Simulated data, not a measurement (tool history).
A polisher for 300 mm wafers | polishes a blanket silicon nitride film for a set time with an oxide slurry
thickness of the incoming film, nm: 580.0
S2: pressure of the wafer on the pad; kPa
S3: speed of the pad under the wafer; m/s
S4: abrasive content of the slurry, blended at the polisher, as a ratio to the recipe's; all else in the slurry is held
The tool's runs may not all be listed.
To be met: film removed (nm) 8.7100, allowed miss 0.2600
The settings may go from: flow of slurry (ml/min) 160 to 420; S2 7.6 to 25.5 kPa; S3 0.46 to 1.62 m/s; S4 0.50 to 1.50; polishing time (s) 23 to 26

Run 1, day 0.000: flow of slurry (ml/min) 270, S2 16.5 kPa, S3 1.04 m/s, S4 1.00, polishing time (s) 26. Result: film removed (nm) 12.4660.
Run 2, day 0.038: flow of slurry (ml/min) 270, S2 15.9 kPa, S3 1.04 m/s, S4 1.00, polishing time (s) 26. Result: film removed (nm) 11.9870.
Run 3, day 0.075: flow of slurry (ml/min) 270, S2 19.3 kPa, S3 1.04 m/s, S4 1.00, polishing time (s) 26. Result: film removed (nm) 14.4900.
Run 4, day 0.412: flow of slurry (ml/min) 270, S2 19.3 kPa, S3 1.04 m/s, S4 1.00, polishing time (s) 23. Result: film removed (nm) 12.8660.
Run 5, day 0.554: flow of slurry (ml/min) 270, S2 19.3 kPa, S3 1.24 m/s, S4 1.00, polishing time (s) 23. Result: film removed (nm) 14.0300.
Run 6, day 0.683: flow of slurry (ml/min) 270, S2 19.3 kPa, S3 1.24 m/s, S4 0.80, polishing time (s) 23. Result: film removed (nm) 12.6880.
Run 7, day 0.742: flow of slurry (ml/min) 270, S2 17.9 kPa, S3 1.24 m/s, S4 0.80, polishing time (s) 23. Result: film removed (nm) 11.8530.
Run 8, day 1.000: flow of slurry (ml/min) 270, S2 17.2 kPa, S3 1.24 m/s, S4 0.80, polishing time (s) 23. Result: film removed (nm) 11.3870.
Run 9, day 1.171: flow of slurry (ml/min) 270, S2 16.5 kPa, S3 1.24 m/s, S4 0.80, polishing time (s) 23. Result: film removed (nm) 10.9130.
Run 10, day 1.321: flow of slurry (ml/min) 270, S2 15.9 kPa, S3 1.24 m/s, S4 0.80, polishing time (s) 23. Result: film removed (nm) 10.5040.
Run 11, day 1.388: flow of slurry (ml/min) 270, S2 15.2 kPa, S3 1.24 m/s, S4 0.80, polishing time (s) 23. Result: film removed (nm) 9.9132.
Run 12, day 1.746: flow of slurry (ml/min) 265, S2 13.8 kPa, S3 1.24 m/s, S4 0.80, polishing time (s) 23. Result: film removed (nm) 9.1611.
Run 13, day 1.867: flow of slurry (ml/min) 260, S2 13.8 kPa, S3 1.24 m/s, S4 0.80, polishing time (s) 23. Result: film removed (nm) 9.1992.

Which of these 4 next moves meets every target?
Run A, day 1.988: flow of slurry (ml/min) 280, S2 13.8 kPa, S3 1.36 m/s, S4 0.70, polishing time (s) 25. Result: film removed (nm) ?.
Run B, day 1.988: flow of slurry (ml/min) 245, S2 13.8 kPa, S3 1.18 m/s, S4 0.90, polishing time (s) 24. Result: film removed (nm) ?.
Run C, day 1.988: flow of slurry (ml/min) 285, S2 15.9 kPa, S3 1.18 m/s, S4 0.75, polishing time (s) 24. Result: film removed (nm) ?.
Run D, day 1.988: flow of slurry (ml/min) 245, S2 9.7 kPa, S3 1.32 m/s, S4 1.20, polishing time (s) 25. Result: film removed (nm) ?.

move  film removed (nm)
   A             9.8238
   B             9.6963
   C            10.3370
   D             8.6603
A: further off than the last run
B: further off than the last run
C: further off than the last run
D: meets every target
Answer: D
